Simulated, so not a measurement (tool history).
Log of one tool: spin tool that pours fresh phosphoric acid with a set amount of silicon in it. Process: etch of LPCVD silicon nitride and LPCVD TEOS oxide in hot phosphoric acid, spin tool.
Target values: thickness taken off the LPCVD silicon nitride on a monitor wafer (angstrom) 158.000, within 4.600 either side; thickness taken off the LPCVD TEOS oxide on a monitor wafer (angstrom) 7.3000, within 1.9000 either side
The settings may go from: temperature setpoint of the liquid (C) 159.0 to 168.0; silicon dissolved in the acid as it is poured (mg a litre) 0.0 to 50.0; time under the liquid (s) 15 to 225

run  hour  temperature setpoint of the liquid (C)  silicon dissolved in the acid as it is poured (mg a litre)  time under the liquid (s)  thickness taken off the LPCVD silicon nitride on a monitor wafer (angstrom)  thickness taken off the LPCVD TEOS oxide on a monitor wafer (angstrom)
  1   0.0                                   164.0                                                        28.5                        115                                                                      115.360                                                                  3.1366
  2   7.5                                   164.5                                                        27.5                        120                                                                      122.020                                                                  3.9770
  3  14.5                                   164.5                                                        36.0                        120                                                                      121.030                                                                  2.0013
  4  17.8                                   164.5                                                        36.0                         70                                                                       71.091                                                                  1.3889
  5  23.1                                   164.5                                                        34.5                         80                                                                       80.485                                                                  1.7832
  6  29.8                                   164.5                                                        33.0                         85                                                                       86.078                                                                  2.0399
  7  31.7                                   164.5                                                        31.5                         90                                                                       90.079                                                                  2.2474
  8  38.9                                   164.5                                                        30.5                         95                                                                       96.031                                                                  2.5925
  9  45.6                                   164.5                                                        30.5                         95                                                                       96.174                                                                  2.3031
 10  53.8                                   165.0                                                        29.0                        100                                                                      102.820                                                                  2.7009
 11  61.8                                   165.5                                                        27.5                        105                                                                      110.150                                                                  3.0066
 12  68.8                                   165.5                                                        26.0                        110                                                                      115.160                                                                  3.8825
 13  71.6                                   165.5                                                        25.5                        115                                                                      120.630                                                                  3.8530

Pick the move, out of 4, that brings all results within their allowed miss; only one does.
  A  74.4                                   168.0                                                        16.0                        140                                                                            ?                                                                       ?
  B  74.4                                   166.0                                                        33.5                        155                                                                            ?                                                                       ?
  C  74.4                                   167.0                                                        13.0                        135                                                                            ?                                                                       ?
  D  74.4                                   166.0                                                        35.0                        155                                                                            ?                                                                       ?

move  thickness taken off the LPCVD silicon nitride on a monitor wafer (angstrom)  thickness taken off the LPCVD TEOS oxide on a monitor wafer (angstrom)
   A                                                                      158.260                                                                  6.9713
   B                                                                      164.180                                                                  3.6860
   C                                                                      147.740                                                                  6.7392
   D                                                                      164.180                                                                  3.4289
A: hits every target within its allowed miss
B: takes the result that was furthest off past its target
C: better than the last run, though not everything is in spec
D: takes the result that was furthest off past its target
Move A is the one to make.
